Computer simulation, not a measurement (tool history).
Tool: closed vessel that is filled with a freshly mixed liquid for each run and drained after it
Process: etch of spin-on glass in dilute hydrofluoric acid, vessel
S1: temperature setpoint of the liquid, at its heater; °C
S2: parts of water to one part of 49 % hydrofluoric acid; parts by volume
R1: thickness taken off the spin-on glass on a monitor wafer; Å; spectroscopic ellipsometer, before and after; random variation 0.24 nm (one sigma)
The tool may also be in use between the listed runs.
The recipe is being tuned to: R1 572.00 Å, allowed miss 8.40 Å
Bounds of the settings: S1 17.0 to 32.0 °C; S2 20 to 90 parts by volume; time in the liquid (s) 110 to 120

Run 1, day 0.000: S1 24.0 °C, S2 50 parts by volume, time in the liquid (s) 110. Result: R1 725.02 Å.
Run 2, day 0.296: S1 23.0 °C, S2 50 parts by volume, time in the liquid (s) 110. Result: R1 698.54 Å.
Run 3, day 0.604: S1 26.5 °C, S2 50 parts by volume, time in the liquid (s) 110. Result: R1 802.02 Å.
Run 4, day 0.817: S1 26.5 °C, S2 65 parts by volume, time in the liquid (s) 110. Result: R1 605.57 Å.
Run 5, day 0.867: S1 26.5 °C, S2 65 parts by volume, time in the liquid (s) 110. Result: R1 604.37 Å.
Run 6, day 1.179: S1 26.5 °C, S2 65 parts by volume, time in the liquid (s) 120. Result: R1 663.03 Å.
Run 7, day 1.554: S1 26.0 °C, S2 65 parts by volume, time in the liquid (s) 120. Result: R1 652.68 Å.
Run 8, day 1.662: S1 25.5 °C, S2 65 parts by volume, time in the liquid (s) 120. Result: R1 635.82 Å.
Run 9, day 1.746: S1 25.0 °C, S2 65 parts by volume, time in the liquid (s) 120. Result: R1 621.46 Å.
Run 10, day 1.842: S1 24.5 °C, S2 65 parts by volume, time in the liquid (s) 120. Result: R1 610.59 Å.

Below are 4 possible settings for the next run. Only one of them brings all results inside the allowed miss of their targets. Which is it?
Run A, day 1.938: S1 24.0 °C, S2 65 parts by volume, time in the liquid (s) 110. Result: R1 ?.
Run B, day 1.938: S1 25.0 °C, S2 70 parts by volume, time in the liquid (s) 115. Result: R1 ?.
Run C, day 1.938: S1 26.0 °C, S2 70 parts by volume, time in the liquid (s) 115. Result: R1 ?.
Run D, day 1.938: S1 28.0 °C, S2 80 parts by volume, time in the liquid (s) 120. Result: R1 ?.

move      R1
   A  551.68
   B  554.02
   C  576.63
   D  561.82
A: takes the biggest miss from the last run beyond its target
B: takes the biggest miss from the last run beyond its target
C: meets every target
D: takes the biggest miss from the last run beyond its target
Correct choice: C, which meets every target
